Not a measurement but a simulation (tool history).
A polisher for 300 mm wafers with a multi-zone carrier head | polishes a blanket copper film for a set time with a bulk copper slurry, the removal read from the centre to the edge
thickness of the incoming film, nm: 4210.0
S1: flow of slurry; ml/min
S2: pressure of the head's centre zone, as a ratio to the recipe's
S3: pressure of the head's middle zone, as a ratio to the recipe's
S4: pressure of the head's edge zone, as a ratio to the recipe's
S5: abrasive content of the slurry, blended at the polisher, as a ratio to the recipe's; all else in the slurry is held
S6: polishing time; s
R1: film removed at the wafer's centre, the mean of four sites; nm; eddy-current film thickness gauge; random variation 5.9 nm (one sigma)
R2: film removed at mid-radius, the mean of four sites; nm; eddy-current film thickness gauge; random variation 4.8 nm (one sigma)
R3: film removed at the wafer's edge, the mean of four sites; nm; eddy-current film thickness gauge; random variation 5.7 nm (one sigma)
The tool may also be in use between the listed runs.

{"run": 1, "hour": 0.0, "S1": 240, "S2": 1, "S3": 1, "S4": 1, "S5": 1, "S6": 40, "R1": 380.94, "R2": 375.63, "R3": 384.41}
{"run": 2, "hour": 4.0, "S1": 240, "S2": 1.05, "S3": 1, "S4": 1, "S5": 1, "S6": 40, "R1": 401.15, "R2": 376.67, "R3": 383.64}
{"run": 3, "hour": 11.8, "S1": 240, "S2": 1.05, "S3": 1, "S4": 1, "S5": 0.85, "S6": 40, "R1": 392.57, "R2": 365.25, "R3": 371.73}
{"run": 4, "hour": 15.1, "S1": 240, "S2": 1.05, "S3": 1, "S4": 1, "S5": 1.05, "S6": 40, "R1": 412.2, "R2": 379.65, "R3": 390.3}
{"run": 5, "hour": 21.1, "S1": 300, "S2": 1.05, "S3": 1, "S4": 1, "S5": 1.05, "S6": 40, "R1": 415.04, "R2": 387.34, "R3": 396.63}
{"run": 6, "hour": 23.4, "S1": 300, "S2": 1.05, "S3": 1, "S4": 1, "S5": 1.05, "S6": 35, "R1": 375.08, "R2": 345.79, "R3": 343.67}

Forecast run 7:
{"run": 7, "hour": 29.0, "S1": 295, "S2": 1.02, "S3": 1, "S4": 1.02, "S5": 1.15, "S6": 38, "R1": "?", "R2": "?", "R3": "?"}

R1: 391.59 nm
R2: 382.02 nm
R3: 391.48 nm

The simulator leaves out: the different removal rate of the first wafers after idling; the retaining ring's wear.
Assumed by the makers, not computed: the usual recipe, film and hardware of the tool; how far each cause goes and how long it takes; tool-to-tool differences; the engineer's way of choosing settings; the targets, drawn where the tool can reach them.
